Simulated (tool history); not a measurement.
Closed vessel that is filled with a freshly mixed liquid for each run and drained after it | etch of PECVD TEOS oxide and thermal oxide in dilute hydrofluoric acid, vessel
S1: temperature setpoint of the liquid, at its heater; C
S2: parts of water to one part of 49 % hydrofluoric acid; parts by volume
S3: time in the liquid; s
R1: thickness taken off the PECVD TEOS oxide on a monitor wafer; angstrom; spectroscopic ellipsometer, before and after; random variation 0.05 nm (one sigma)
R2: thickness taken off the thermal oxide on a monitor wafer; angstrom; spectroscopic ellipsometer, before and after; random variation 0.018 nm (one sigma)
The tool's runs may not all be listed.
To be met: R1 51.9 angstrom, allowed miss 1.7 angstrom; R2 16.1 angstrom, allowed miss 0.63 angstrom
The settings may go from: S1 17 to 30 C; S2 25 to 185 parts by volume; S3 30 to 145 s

Run 1, hour 0: S1 22 C, S2 105 parts by volume, S3 75 s. Result: R1 92.186 angstrom, R2 28.19 angstrom.
Run 2, hour 0.9: S1 20.5 C, S2 115 parts by volume, S3 75 s. Result: R1 76.222 angstrom, R2 23.928 angstrom.
Run 3, hour 2: S1 20 C, S2 125 parts by volume, S3 75 s. Result: R1 68.514 angstrom, R2 21.75 angstrom.
Run 4, hour 9.9: S1 22 C, S2 125 parts by volume, S3 75 s. Result: R1 75.37 angstrom, R2 23.674 angstrom.
Run 5, hour 18.3: S1 21 C, S2 130 parts by volume, S3 75 s. Result: R1 69.245 angstrom, R2 21.325 angstrom.
Run 6, hour 19: S1 21 C, S2 155 parts by volume, S3 75 s. Result: R1 56.646 angstrom, R2 17.673 angstrom.
Run 7, hour 20.1: S1 20.5 C, S2 155 parts by volume, S3 75 s. Result: R1 55.458 angstrom, R2 17.257 angstrom.
Run 8, hour 21.5: S1 20 C, S2 155 parts by volume, S3 75 s. Result: R1 54.021 angstrom, R2 16.963 angstrom.

5 next moves are on the table. One of them brings every result within its allowed miss. Which?
Run A, hour 22.9: S1 22 C, S2 140 parts by volume, S3 65 s. Result: R1 ?, R2 ?.
Run B, hour 22.9: S1 28.5 C, S2 180 parts by volume, S3 70 s. Result: R1 ?, R2 ?.
Run C, hour 22.9: S1 20 C, S2 150 parts by volume, S3 75 s. Result: R1 ?, R2 ?.
Run D, hour 22.9: S1 18.5 C, S2 130 parts by volume, S3 70 s. Result: R1 ?, R2 ?.
Run E, hour 22.9: S1 17 C, S2 120 parts by volume, S3 60 s. Result: R1 ?, R2 ?.

move      R1      R2
   A  57.927  17.498
   B  59.093   17.85
   C  57.026  17.226
   D  59.017  17.828
   E  52.039   15.72
A: further off than the last run
B: further off than the last run
C: further off than the last run
D: further off than the last run
E: meets every target
Move E is the one to make.

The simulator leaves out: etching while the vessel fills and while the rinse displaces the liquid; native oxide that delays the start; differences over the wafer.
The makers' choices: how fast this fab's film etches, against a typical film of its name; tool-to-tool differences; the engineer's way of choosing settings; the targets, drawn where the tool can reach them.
